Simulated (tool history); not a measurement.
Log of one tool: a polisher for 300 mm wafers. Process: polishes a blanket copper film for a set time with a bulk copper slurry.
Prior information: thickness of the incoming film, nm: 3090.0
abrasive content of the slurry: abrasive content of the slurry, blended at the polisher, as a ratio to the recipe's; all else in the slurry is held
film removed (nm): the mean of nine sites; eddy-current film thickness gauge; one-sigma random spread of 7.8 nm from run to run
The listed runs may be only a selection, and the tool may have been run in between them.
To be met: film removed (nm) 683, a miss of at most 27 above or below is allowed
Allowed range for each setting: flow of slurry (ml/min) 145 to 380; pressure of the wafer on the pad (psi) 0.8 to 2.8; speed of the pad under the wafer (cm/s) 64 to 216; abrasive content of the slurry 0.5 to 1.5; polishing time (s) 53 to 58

run,hour,flow of slurry (ml/min),pressure of the wafer on the pad (psi),speed of the pad under the wafer (cm/s),abrasive content of the slurry,polishing time (s),film removed (nm)
1,0,245,1.8,140,1,58,402.54
2,3.8,245,2,140,1,58,430.59
3,12.7,245,2,140,1,58,444.27
4,15.9,245,2,140,1,58,440.29
5,19.3,245,2,158,1,58,505.7
6,21.4,245,2.1,158,1,58,524.3
7,30.1,245,2.2,158,1,58,547.9
8,34.8,245,2.3,158,1,58,564.44
9,39.9,245,2.4,158,1,58,570.58
10,43.2,245,2.5,160,1,58,609.43
11,44.7,245,2.6,160,1,58,637.35

Which single option among these 4 for the next run brings every result within its allowed miss of target? Just one does.
A,46.2,275,2.1,174,1.05,58,?
B,46.2,235,2.5,174,0.85,56,?
C,46.2,305,2.7,140,1.1,55,?
D,46.2,255,2.7,170,0.95,57,?

move,film removed (nm)
A,586.24
B,605
C,576.67
D,676.07
A: its largest miss is bigger than the last run's
B: its largest miss is bigger than the last run's
C: its largest miss is bigger than the last run's
D: every result within its allowed miss
Answer: D

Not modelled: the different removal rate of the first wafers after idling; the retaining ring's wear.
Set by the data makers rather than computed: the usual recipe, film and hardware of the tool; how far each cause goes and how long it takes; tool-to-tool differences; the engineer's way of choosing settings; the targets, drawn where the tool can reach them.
